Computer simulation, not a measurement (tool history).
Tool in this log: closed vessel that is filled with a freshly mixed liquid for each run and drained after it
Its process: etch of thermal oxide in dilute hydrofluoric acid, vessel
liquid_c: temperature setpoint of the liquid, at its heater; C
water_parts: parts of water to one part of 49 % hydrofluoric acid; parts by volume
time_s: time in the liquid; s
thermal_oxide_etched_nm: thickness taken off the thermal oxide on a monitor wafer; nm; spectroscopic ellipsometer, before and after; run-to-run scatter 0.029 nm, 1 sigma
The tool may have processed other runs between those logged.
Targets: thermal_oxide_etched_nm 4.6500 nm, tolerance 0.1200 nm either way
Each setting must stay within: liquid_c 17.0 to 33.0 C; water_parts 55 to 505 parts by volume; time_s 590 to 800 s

run 1 hour=0.0 | liquid_c=25.0 water_parts=280 time_s=800 | thermal_oxide_etched_nm=10.8140
run 2 hour=9.0 | liquid_c=23.0 water_parts=320 time_s=800 | thermal_oxide_etched_nm=8.5609
run 3 hour=14.4 | liquid_c=23.0 water_parts=320 time_s=590 | thermal_oxide_etched_nm=6.2215
run 4 hour=23.2 | liquid_c=26.0 water_parts=320 time_s=590 | thermal_oxide_etched_nm=6.9352
run 5 hour=30.7 | liquid_c=26.0 water_parts=400 time_s=590 | thermal_oxide_etched_nm=5.1636
run 6 hour=36.9 | liquid_c=26.0 water_parts=400 time_s=800 | thermal_oxide_etched_nm=6.9798
run 7 hour=44.6 | liquid_c=23.5 water_parts=410 time_s=800 | thermal_oxide_etched_nm=6.1789
run 8 hour=48.3 | liquid_c=22.0 water_parts=425 time_s=800 | thermal_oxide_etched_nm=5.6558
run 9 hour=57.8 | liquid_c=22.0 water_parts=425 time_s=800 | thermal_oxide_etched_nm=5.5590
run 10 hour=65.8 | liquid_c=21.0 water_parts=430 time_s=800 | thermal_oxide_etched_nm=5.3390
run 11 hour=71.3 | liquid_c=20.0 water_parts=435 time_s=800 | thermal_oxide_etched_nm=5.0532
run 12 hour=79.6 | liquid_c=19.5 water_parts=435 time_s=800 | thermal_oxide_etched_nm=4.9777

Which single option among these 5 for the next run brings every result within its allowed miss of target? Just one does.
run A hour=87.9 | liquid_c=17.0 water_parts=370 time_s=775 | thermal_oxide_etched_nm=?
run B hour=87.9 | liquid_c=21.0 water_parts=430 time_s=695 | thermal_oxide_etched_nm=?
run C hour=87.9 | liquid_c=20.5 water_parts=435 time_s=675 | thermal_oxide_etched_nm=?
run D hour=87.9 | liquid_c=21.5 water_parts=465 time_s=800 | thermal_oxide_etched_nm=?
run E hour=87.9 | liquid_c=20.5 water_parts=375 time_s=625 | thermal_oxide_etched_nm=?

move=A thermal_oxide_etched_nm=5.4901
move=B thermal_oxide_etched_nm=4.6452
move=C thermal_oxide_etched_nm=4.3670
move=D thermal_oxide_etched_nm=4.8855
move=E thermal_oxide_etched_nm=4.9305
A: moves away from the targets compared with the last run
B: hits every target within its allowed miss
C: pushes the last run's worst result past its target
D: nearer the targets than the last run, but a result is still out of spec
E: nearer the targets than the last run, but a result is still out of spec
Answer: B
